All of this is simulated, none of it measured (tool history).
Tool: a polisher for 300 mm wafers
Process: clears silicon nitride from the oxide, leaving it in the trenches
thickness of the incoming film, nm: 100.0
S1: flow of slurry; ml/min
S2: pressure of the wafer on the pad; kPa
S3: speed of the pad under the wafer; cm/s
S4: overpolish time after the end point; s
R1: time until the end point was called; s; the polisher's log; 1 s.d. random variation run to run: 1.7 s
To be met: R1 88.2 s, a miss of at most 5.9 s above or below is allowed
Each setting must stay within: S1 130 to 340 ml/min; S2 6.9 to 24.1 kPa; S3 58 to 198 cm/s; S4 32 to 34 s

{"run": 1, "day": 0.0, "S1": 220, "S2": 15.2, "S3": 128, "S4": 32, "R1": 113.78}
{"run": 2, "day": 0.029, "S1": 220, "S2": 15.9, "S3": 128, "S4": 32, "R1": 107.34}
{"run": 3, "day": 0.271, "S1": 220, "S2": 15.9, "S3": 104, "S4": 32, "R1": 131.04}
{"run": 4, "day": 0.325, "S1": 220, "S2": 15.9, "S3": 120, "S4": 32, "R1": 114.65}
{"run": 5, "day": 0.429, "S1": 220, "S2": 15.9, "S3": 148, "S4": 32, "R1": 96.438}
{"run": 6, "day": 0.596, "S1": 220, "S2": 15.9, "S3": 134, "S4": 32, "R1": 103.22}
{"run": 7, "day": 0.742, "S1": 220, "S2": 16.5, "S3": 134, "S4": 32, "R1": 98.221}
{"run": 8, "day": 0.788, "S1": 220, "S2": 17.2, "S3": 134, "S4": 32, "R1": 96.806}

Which one of the following 5 next-run settings gets every result inside its allowed miss? There is exactly one.
{"run": "A", "day": 0.833, "S1": 235, "S2": 16.5, "S3": 172, "S4": 34, "R1": "?"}
{"run": "B", "day": 0.833, "S1": 280, "S2": 17.2, "S3": 166, "S4": 34, "R1": "?"}
{"run": "C", "day": 0.833, "S1": 260, "S2": 17.2, "S3": 142, "S4": 33, "R1": "?"}
{"run": "D", "day": 0.833, "S1": 335, "S2": 16.5, "S3": 180, "S4": 32, "R1": "?"}
{"run": "E", "day": 0.833, "S1": 280, "S2": 12.4, "S3": 148, "S4": 34, "R1": "?"}

move=A R1=76.938
move=B R1=75.107
move=C R1=88.128
move=D R1=71.041
move=E R1=115.48
A: takes the result that was furthest off past its target
B: takes the result that was furthest off past its target
C: each result inside its tolerance
D: takes the result that was furthest off past its target
E: further off than the last run
Move C is the one to make.
